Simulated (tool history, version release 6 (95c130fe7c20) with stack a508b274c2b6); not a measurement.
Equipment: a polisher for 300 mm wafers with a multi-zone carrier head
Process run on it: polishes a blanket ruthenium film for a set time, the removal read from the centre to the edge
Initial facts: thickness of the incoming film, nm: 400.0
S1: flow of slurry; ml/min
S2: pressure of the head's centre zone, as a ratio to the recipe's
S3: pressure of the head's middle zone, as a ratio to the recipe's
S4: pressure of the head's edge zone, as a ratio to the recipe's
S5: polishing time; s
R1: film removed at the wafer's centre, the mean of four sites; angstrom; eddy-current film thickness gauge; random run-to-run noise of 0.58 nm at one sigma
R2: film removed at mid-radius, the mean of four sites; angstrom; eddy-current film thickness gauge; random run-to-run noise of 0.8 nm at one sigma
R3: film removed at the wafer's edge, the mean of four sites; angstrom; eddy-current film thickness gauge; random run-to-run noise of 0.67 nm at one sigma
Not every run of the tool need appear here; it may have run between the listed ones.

{"run": 1, "hour": 0.0, "S1": 130, "S2": 1.0, "S3": 1.0, "S4": 1.0, "S5": 67, "R1": 912.98, "R2": 887.52, "R3": 872.66}
{"run": 2, "hour": 5.6, "S1": 145, "S2": 1.0, "S3": 1.0, "S4": 1.0, "S5": 67, "R1": 937.83, "R2": 939.38, "R3": 892.26}
{"run": 3, "hour": 6.5, "S1": 145, "S2": 1.0, "S3": 1.0, "S4": 1.0, "S5": 59, "R1": 816.28, "R2": 797.95, "R3": 793.32}
{"run": 4, "hour": 7.1, "S1": 145, "S2": 1.0, "S3": 1.0, "S4": 0.95, "S5": 59, "R1": 814.59, "R2": 809.52, "R3": 775.65}
{"run": 5, "hour": 14.3, "S1": 145, "S2": 1.0, "S3": 1.05, "S4": 0.95, "S5": 59, "R1": 816.53, "R2": 837.07, "R3": 781.07}
{"run": 6, "hour": 18.8, "S1": 145, "S2": 1.0, "S3": 1.05, "S4": 0.95, "S5": 65, "R1": 908.55, "R2": 918.15, "R3": 856.28}

What will run 7 give?
{"run": 7, "hour": 24.7, "S1": 115, "S2": 0.95, "S3": 0.98, "S4": 0.85, "S5": 47, "R1": "?", "R2": "?", "R3": "?"}

R1: 580.44 angstrom
R2: 596.65 angstrom
R3: 567.34 angstrom
